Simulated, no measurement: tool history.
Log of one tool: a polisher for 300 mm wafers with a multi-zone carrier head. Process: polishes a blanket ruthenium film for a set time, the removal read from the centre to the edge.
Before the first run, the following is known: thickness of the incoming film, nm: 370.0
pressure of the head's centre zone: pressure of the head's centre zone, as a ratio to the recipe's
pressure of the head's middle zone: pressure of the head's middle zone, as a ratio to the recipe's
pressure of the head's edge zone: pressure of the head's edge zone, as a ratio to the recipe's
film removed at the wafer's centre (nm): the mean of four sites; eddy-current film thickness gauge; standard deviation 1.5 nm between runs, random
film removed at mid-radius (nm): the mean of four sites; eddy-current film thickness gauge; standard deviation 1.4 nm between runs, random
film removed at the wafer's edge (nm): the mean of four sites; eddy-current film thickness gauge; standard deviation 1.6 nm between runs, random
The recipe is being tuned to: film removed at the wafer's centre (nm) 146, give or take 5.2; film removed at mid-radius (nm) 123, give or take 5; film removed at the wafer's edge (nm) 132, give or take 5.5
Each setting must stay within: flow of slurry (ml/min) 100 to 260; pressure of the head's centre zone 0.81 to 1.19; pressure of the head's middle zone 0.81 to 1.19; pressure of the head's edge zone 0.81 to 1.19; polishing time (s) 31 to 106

| run | day | flow of slurry (ml/min) | pressure of the head's centre zone | pressure of the head's middle zone | pressure of the head's edge zone | polishing time (s) | film removed at the wafer's centre (nm) | film removed at mid-radius (nm) | film removed at the wafer's edge (nm) |
|---|---|---|---|---|---|---|---|---|---|
| 1 | 0 | 165 | 1 | 1 | 1 | 68 | 93.995 | 96.768 | 98.583 |
| 2 | 0.042 | 170 | 1.03 | 1 | 1.02 | 70 | 99.751 | 97.312 | 100.69 |
| 3 | 0.338 | 175 | 1.04 | 1 | 1.03 | 73 | 105.25 | 100.62 | 107.49 |
| 4 | 0.488 | 180 | 1.06 | 1.01 | 1.03 | 75 | 108.87 | 105.55 | 107.96 |
| 5 | 0.85 | 180 | 1.06 | 1.01 | 1.09 | 75 | 111.93 | 103.51 | 113.21 |
| 6 | 0.988 | 180 | 1.06 | 1.06 | 1.09 | 75 | 112.22 | 111.14 | 111.72 |
| 7 | 1.212 | 185 | 1.08 | 1.06 | 1.1 | 76 | 115.09 | 111.18 | 114.26 |
| 8 | 1.275 | 230 | 1.18 | 1.05 | 1.11 | 85 | 146.5 | 130.43 | 131.59 |

Next run, 5 choices. One meets every target within its allowed miss, the rest don't. Which?
| A | 1.338 | 260 | 1.18 | 1.14 | 1.16 | 84 | ? | ? | ? |
| B | 1.338 | 245 | 1.17 | 1.17 | 1.06 | 86 | ? | ? | ? |
| C | 1.338 | 235 | 1.12 | 1.13 | 1.1 | 87 | ? | ? | ? |
| D | 1.338 | 235 | 1.18 | 0.99 | 1.13 | 85 | ? | ? | ? |
| E | 1.338 | 240 | 1.16 | 1.19 | 0.95 | 86 | ? | ? | ? |

| move | film removed at the wafer's centre (nm) | film removed at mid-radius (nm) | film removed at the wafer's edge (nm) |
|---|---|---|---|
| A | 147.46 | 139.32 | 134.65 |
| B | 148.55 | 144.66 | 131.74 |
| C | 142.94 | 141.56 | 134.95 |
| D | 147.05 | 124.46 | 133.65 |
| E | 146.87 | 146.31 | 125.6 |
A: misses by more than the last run did
B: misses by more than the last run did
C: misses by more than the last run did
D: each result inside its tolerance
E: misses by more than the last run did
So the answer is move D, the one that meets all the targets.

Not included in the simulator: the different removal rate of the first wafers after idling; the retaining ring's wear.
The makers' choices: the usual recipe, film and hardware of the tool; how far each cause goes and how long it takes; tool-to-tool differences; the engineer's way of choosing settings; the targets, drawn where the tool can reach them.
